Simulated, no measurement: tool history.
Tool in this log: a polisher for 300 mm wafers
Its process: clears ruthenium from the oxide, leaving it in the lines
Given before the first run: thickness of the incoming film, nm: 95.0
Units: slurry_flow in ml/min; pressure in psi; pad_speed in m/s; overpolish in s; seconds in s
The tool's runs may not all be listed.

run,hour,slurry_flow,pressure,pad_speed,overpolish,seconds
1,0,240,2.3,0.76,8,84.271
2,1.8,240,2.1,0.76,8,95.048
3,7.9,270,2.1,0.76,8,93.035
4,11.8,270,2.1,0.76,8,95.115
5,19.4,270,2.1,0.88,8,82.283
6,27.6,270,1.9,0.88,8,88.796
7,30.5,270,1.7,0.88,8,98.913

Predict the results of run 8:
8,38.9,270,1.6,0.88,8,?

Run 8 came out at seconds 102.96 s.
